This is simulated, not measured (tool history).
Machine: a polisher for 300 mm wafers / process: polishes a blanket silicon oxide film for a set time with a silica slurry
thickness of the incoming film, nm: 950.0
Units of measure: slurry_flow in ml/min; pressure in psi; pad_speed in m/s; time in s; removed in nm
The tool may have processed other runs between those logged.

run 1 day=0 | slurry_flow=275 pressure=3.4 pad_speed=1.4 slurry_solids=1 time=39 | removed=112.28
run 2 day=0.271 | slurry_flow=275 pressure=3.4 pad_speed=1.4 slurry_solids=0.9 time=39 | removed=108.13
run 3 day=0.35 | slurry_flow=275 pressure=3.2 pad_speed=1.4 slurry_solids=0.9 time=39 | removed=105.91
run 4 day=0.638 | slurry_flow=275 pressure=2.9 pad_speed=1.4 slurry_solids=0.9 time=39 | removed=100.4
run 5 day=0.929 | slurry_flow=275 pressure=3.7 pad_speed=1.4 slurry_solids=0.9 time=39 | removed=116.28
run 6 day=1.279 | slurry_flow=275 pressure=3.4 pad_speed=1.38 slurry_solids=0.9 time=39 | removed=109.84
run 7 day=1.579 | slurry_flow=275 pressure=2.4 pad_speed=1.32 slurry_solids=0.9 time=39 | removed=84.189

Expected results for the next run?
run 8 day=1.608 | slurry_flow=275 pressure=2.3 pad_speed=1.32 slurry_solids=0.9 time=39 | removed=?

removed: 84.07 nm

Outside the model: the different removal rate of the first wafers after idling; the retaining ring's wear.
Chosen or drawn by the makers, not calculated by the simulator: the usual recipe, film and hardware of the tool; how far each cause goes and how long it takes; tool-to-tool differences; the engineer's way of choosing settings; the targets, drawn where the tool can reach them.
